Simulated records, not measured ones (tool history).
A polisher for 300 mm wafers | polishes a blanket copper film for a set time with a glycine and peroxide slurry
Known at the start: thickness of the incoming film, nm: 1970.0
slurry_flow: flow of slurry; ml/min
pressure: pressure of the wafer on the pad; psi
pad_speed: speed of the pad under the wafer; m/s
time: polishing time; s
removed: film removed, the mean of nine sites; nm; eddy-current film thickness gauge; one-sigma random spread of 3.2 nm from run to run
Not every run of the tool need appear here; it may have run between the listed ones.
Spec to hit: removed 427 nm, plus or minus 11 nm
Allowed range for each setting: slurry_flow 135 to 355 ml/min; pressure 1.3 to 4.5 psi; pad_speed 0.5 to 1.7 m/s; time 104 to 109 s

Run 1, hour 0: slurry_flow 225 ml/min, pressure 2.9 psi, pad_speed 1.1 m/s, time 104 s. Result: removed 507.9 nm.
Run 2, hour 6.4: slurry_flow 255 ml/min, pressure 2.9 psi, pad_speed 1.1 m/s, time 104 s. Result: removed 510.54 nm.
Run 3, hour 15.4: slurry_flow 255 ml/min, pressure 2.8 psi, pad_speed 1.1 m/s, time 104 s. Result: removed 500.5 nm.
Run 4, hour 22.2: slurry_flow 255 ml/min, pressure 2.7 psi, pad_speed 1.1 m/s, time 104 s. Result: removed 487.25 nm.
Run 5, hour 26.7: slurry_flow 250 ml/min, pressure 2.4 psi, pad_speed 1.1 m/s, time 104 s. Result: removed 450.45 nm.
Run 6, hour 27.8: slurry_flow 250 ml/min, pressure 2.4 psi, pad_speed 1.32 m/s, time 104 s. Result: removed 518.5 nm.
Run 7, hour 30.8: slurry_flow 250 ml/min, pressure 2.3 psi, pad_speed 1.32 m/s, time 104 s. Result: removed 509.57 nm.
Run 8, hour 36.8: slurry_flow 250 ml/min, pressure 2.2 psi, pad_speed 1.32 m/s, time 104 s. Result: removed 500.01 nm.
Run 9, hour 39.2: slurry_flow 250 ml/min, pressure 2.1 psi, pad_speed 1.32 m/s, time 104 s. Result: removed 469.57 nm.
At hour 41.5: head pressure recalibrated.
Run 10, hour 41.5: slurry_flow 245 ml/min, pressure 2.1 psi, pad_speed 1.32 m/s, time 104 s. Result: removed 515.38 nm.
Run 11, hour 44.4: slurry_flow 255 ml/min, pressure 2 psi, pad_speed 1.32 m/s, time 104 s. Result: removed 503.35 nm.
Run 12, hour 49.1: slurry_flow 245 ml/min, pressure 1.9 psi, pad_speed 1.32 m/s, time 104 s. Result: removed 475.59 nm.
Run 13, hour 55.7: slurry_flow 245 ml/min, pressure 1.8 psi, pad_speed 1.32 m/s, time 104 s. Result: removed 463.34 nm.
Run 14, hour 61.8: slurry_flow 220 ml/min, pressure 1.5 psi, pad_speed 1.32 m/s, time 104 s. Result: removed 406.53 nm.
Run 15, hour 70.2: slurry_flow 220 ml/min, pressure 1.5 psi, pad_speed 1.32 m/s, time 104 s. Result: removed 414.46 nm.

4 next moves are on the table. One of them brings every result within its allowed miss. Which?
Run A, hour 78.6: slurry_flow 245 ml/min, pressure 1.3 psi, pad_speed 1.32 m/s, time 109 s. Result: removed ?.
Run B, hour 78.6: slurry_flow 225 ml/min, pressure 1.3 psi, pad_speed 1.4 m/s, time 106 s. Result: removed ?.
Run C, hour 78.6: slurry_flow 225 ml/min, pressure 1.4 psi, pad_speed 1.28 m/s, time 109 s. Result: removed ?.
Run D, hour 78.6: slurry_flow 150 ml/min, pressure 1.3 psi, pad_speed 1.62 m/s, time 107 s. Result: removed ?.

move  removed
   A   395.59
   B   398.41
   C   399.39
   D   421.97
A: misses by more than the last run did
B: misses by more than the last run did
C: misses by more than the last run did
D: in spec on every target
The move that meets every target is D.
